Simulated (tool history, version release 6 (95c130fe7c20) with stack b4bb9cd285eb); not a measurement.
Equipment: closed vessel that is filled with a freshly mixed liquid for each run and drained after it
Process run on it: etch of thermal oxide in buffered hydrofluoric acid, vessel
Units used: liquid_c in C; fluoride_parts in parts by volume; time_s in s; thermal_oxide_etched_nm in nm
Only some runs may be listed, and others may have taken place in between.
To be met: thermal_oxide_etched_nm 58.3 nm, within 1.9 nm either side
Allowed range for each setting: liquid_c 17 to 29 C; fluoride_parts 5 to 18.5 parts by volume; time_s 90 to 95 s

{"run": 1, "hour": 0.0, "liquid_c": 21, "fluoride_parts": 11.5, "time_s": 90, "thermal_oxide_etched_nm": 81.538}
{"run": 2, "hour": 6.5, "liquid_c": 19.5, "fluoride_parts": 12, "time_s": 90, "thermal_oxide_etched_nm": 72.619}
{"run": 3, "hour": 7.9, "liquid_c": 22, "fluoride_parts": 12, "time_s": 90, "thermal_oxide_etched_nm": 82.575}
{"run": 4, "hour": 9.4, "liquid_c": 22, "fluoride_parts": 14, "time_s": 90, "thermal_oxide_etched_nm": 71.023}
{"run": 5, "hour": 11.1, "liquid_c": 22, "fluoride_parts": 14, "time_s": 95, "thermal_oxide_etched_nm": 76.173}
{"run": 6, "hour": 11.6, "liquid_c": 22, "fluoride_parts": 14, "time_s": 90, "thermal_oxide_etched_nm": 70.235}
{"run": 7, "hour": 14.2, "liquid_c": 21, "fluoride_parts": 14, "time_s": 90, "thermal_oxide_etched_nm": 68.209}
{"run": 8, "hour": 19.9, "liquid_c": 20, "fluoride_parts": 14, "time_s": 90, "thermal_oxide_etched_nm": 64.875}

Below are 4 possible settings for the next run. Only one of them brings all results inside the allowed miss of their targets. Which is it?
{"run": "A", "hour": 25.6, "liquid_c": 17, "fluoride_parts": 14.5, "time_s": 95, "thermal_oxide_etched_nm": "?"}
{"run": "B", "hour": 25.6, "liquid_c": 19, "fluoride_parts": 16, "time_s": 90, "thermal_oxide_etched_nm": "?"}
{"run": "C", "hour": 25.6, "liquid_c": 19.5, "fluoride_parts": 12, "time_s": 95, "thermal_oxide_etched_nm": "?"}
{"run": "D", "hour": 25.6, "liquid_c": 19, "fluoride_parts": 15.5, "time_s": 95, "thermal_oxide_etched_nm": "?"}

move=A thermal_oxide_etched_nm=55.394
move=B thermal_oxide_etched_nm=53.371
move=C thermal_oxide_etched_nm=76.807
move=D thermal_oxide_etched_nm=58.121
A: pushes the last run's worst result past its target
B: pushes the last run's worst result past its target
C: misses by more than the last run did
D: all results in spec
So the answer is move D, the one that meets all the targets.
